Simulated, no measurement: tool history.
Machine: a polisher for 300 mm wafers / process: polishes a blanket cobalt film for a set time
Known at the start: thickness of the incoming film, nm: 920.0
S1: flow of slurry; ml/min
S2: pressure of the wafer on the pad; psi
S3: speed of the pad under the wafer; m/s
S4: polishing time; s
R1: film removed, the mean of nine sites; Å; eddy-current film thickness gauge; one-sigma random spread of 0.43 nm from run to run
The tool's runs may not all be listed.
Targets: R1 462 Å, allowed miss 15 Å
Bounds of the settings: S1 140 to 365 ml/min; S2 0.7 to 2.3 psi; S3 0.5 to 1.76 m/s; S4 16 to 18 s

| run | hour | S1 | S2 | S3 | S4 | R1 |
|---|---|---|---|---|---|---|
| 1 | 0 | 235 | 1.5 | 1.12 | 18 | 750.35 |
| 2 | 4.3 | 235 | 1.3 | 1.12 | 18 | 690.08 |
| 3 | 6.5 | 290 | 1.3 | 1.12 | 18 | 712.2 |
| 4 | 13.6 | 280 | 1.2 | 1.1 | 18 | 652.8 |
| 5 | 19.6 | 275 | 1.1 | 1.08 | 18 | 616.19 |
| 6 | 22.1 | 270 | 1 | 1.06 | 18 | 586.83 |
| 7 | 25.4 | 270 | 0.9 | 1.04 | 18 | 543.25 |
| 8 | 27.9 | 270 | 0.9 | 1.02 | 18 | 524.75 |
| 9 | 31.8 | 265 | 0.9 | 1.02 | 18 | 529.13 |
| 10 | 33.5 | 260 | 0.8 | 1 | 18 | 493.73 |

Pick the move, out of 5, that brings all results within their allowed miss; only one does.
| A | 35.2 | 225 | 0.8 | 1.02 | 17 | ? |
| B | 35.2 | 255 | 0.9 | 0.96 | 18 | ? |
| C | 35.2 | 265 | 1.2 | 0.96 | 16 | ? |
| D | 35.2 | 255 | 1 | 1.04 | 17 | ? |
| E | 35.2 | 255 | 1.1 | 0.86 | 18 | ? |

| move | R1 |
|---|---|
| A | 469.34 |
| B | 503.69 |
| C | 520.66 |
| D | 539.22 |
| E | 503.24 |
A: all results in spec
B: lands further from the targets than the last run did
C: lands further from the targets than the last run did
D: lands further from the targets than the last run did
E: lands further from the targets than the last run did
Answer: A

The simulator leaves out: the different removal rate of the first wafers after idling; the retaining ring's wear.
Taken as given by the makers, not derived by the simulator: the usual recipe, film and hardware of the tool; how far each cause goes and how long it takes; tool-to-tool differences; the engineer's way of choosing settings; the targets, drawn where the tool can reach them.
